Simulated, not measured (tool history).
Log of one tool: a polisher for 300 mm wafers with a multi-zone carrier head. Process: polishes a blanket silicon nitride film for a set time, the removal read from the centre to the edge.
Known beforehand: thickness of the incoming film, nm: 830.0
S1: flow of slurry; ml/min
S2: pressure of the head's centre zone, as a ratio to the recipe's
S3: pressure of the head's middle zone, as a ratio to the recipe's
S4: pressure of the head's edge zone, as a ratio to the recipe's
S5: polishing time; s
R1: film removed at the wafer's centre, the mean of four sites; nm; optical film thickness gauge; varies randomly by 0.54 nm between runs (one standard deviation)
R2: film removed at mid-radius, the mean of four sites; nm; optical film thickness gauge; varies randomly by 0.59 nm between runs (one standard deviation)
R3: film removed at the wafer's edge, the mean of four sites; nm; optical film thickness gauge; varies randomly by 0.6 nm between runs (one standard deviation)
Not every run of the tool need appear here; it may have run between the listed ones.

run  hour   S1    S2    S3    S4  S5      R1      R2      R3
  1     0  165     1     1     1  48  55.537  56.747  57.181
  2   6.3  170  1.02  1.01  1.02  49   57.72  58.281   58.34
  3    12  170  1.02  0.98  1.02  49   58.74  56.984  58.785
  4  17.6  170  0.98  0.98  1.02  49  56.276  55.745  58.883
  5  20.9  135  0.98  0.98  1.02  49   53.01  54.156  58.079
  6  21.6  140  0.99  0.98  1.03  50  55.365   55.51  59.479

The next listed run, before its measurement:
  7    27  145   1  0.98  1.04  51   ?   ?   ?

Run 7 measured R1 57.823 nm, R2 57.262 nm, R3 61.503 nm.

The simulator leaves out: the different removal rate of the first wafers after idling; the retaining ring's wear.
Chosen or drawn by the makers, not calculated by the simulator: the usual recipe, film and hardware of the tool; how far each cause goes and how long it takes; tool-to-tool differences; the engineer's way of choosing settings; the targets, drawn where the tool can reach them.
